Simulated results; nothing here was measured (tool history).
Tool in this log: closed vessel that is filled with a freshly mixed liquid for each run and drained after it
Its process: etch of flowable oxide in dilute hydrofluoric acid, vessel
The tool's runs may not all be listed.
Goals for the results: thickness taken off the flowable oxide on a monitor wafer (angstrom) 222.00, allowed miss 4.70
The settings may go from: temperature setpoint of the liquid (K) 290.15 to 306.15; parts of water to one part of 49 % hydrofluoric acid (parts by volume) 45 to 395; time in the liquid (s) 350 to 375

run  hour  temperature setpoint of the liquid (K)  parts of water to one part of 49 % hydrofluoric acid (parts by volume)  time in the liquid (s)  thickness taken off the flowable oxide on a monitor wafer (angstrom)
  1   0.0                                  298.15                                                                     220                     350                                                                347.73
  2   3.3                                  298.15                                                                     220                     350                                                                348.88
  3   9.9                                  298.15                                                                     220                     350                                                                348.35
  4  16.1                                  298.15                                                                     220                     350                                                                348.53
  5  17.3                                  298.15                                                                     150                     350                                                                556.96
  6  22.5                                  298.15                                                                     150                     350                                                                551.85
  7  23.5                                  295.65                                                                     185                     350                                                                392.88
  8  26.8                                  293.65                                                                     205                     350                                                                324.64
  9  27.8                                  292.65                                                                     220                     350                                                                284.94

Which single option among these 4 for the next run brings every result within its allowed miss of target? Just one does.
  A  28.8                                  291.15                                                                     265                     350                                                                     ?
  B  28.8                                  292.15                                                                     270                     360                                                                     ?
  C  28.8                                  290.65                                                                     240                     350                                                                     ?
  D  28.8                                  290.15                                                                     260                     355                                                                     ?

move  thickness taken off the flowable oxide on a monitor wafer (angstrom)
   A                                                                212.96
   B                                                                222.29
   C                                                                235.82
   D                                                                212.79
A: moves the result that the last run missed by most past its target, out the other side
B: in spec on every target
C: nearer the targets than the last run, but a result is still out of spec
D: moves the result that the last run missed by most past its target, out the other side
So the answer is move B, the one that meets all the targets.

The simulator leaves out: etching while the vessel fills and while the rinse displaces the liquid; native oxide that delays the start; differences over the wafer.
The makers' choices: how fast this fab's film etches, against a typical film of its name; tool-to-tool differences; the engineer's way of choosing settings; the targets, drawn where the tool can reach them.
